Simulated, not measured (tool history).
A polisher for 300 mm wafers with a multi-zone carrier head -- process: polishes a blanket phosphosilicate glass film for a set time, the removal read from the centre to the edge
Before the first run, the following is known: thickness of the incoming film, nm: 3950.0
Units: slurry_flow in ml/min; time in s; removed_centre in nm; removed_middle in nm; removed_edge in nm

run,hour,slurry_flow,centre_zone,middle_zone,edge_zone,slurry_solids,time,removed_centre,removed_middle,removed_edge
1,0.0,215,1.00,1.00,1.00,1.00,77,669.09,656.80,663.09
2,4.1,180,1.00,1.00,1.00,1.00,77,672.37,639.17,639.40
3,9.6,180,0.98,1.00,0.99,0.95,75,603.44,611.06,616.25
4,11.7,175,0.98,1.01,0.97,0.90,73,595.84,587.43,587.37
5,18.1,200,0.98,1.01,0.97,0.90,73,599.14,587.05,599.45
6,21.5,200,1.06,1.01,0.97,0.90,73,676.56,601.14,593.52
7,27.9,195,1.04,1.03,0.96,0.85,71,621.21,591.14,569.85
8,31.8,190,1.03,1.04,0.95,0.80,69,583.14,548.73,540.86
9,37.7,185,1.02,1.06,0.94,0.75,67,542.60,538.06,510.38

Forecast run 10:
10,42.3,180,1.01,1.07,0.93,0.70,66,?,?,?

removed_centre: 521.45 nm
removed_middle: 516.17 nm
removed_edge: 488.16 nm

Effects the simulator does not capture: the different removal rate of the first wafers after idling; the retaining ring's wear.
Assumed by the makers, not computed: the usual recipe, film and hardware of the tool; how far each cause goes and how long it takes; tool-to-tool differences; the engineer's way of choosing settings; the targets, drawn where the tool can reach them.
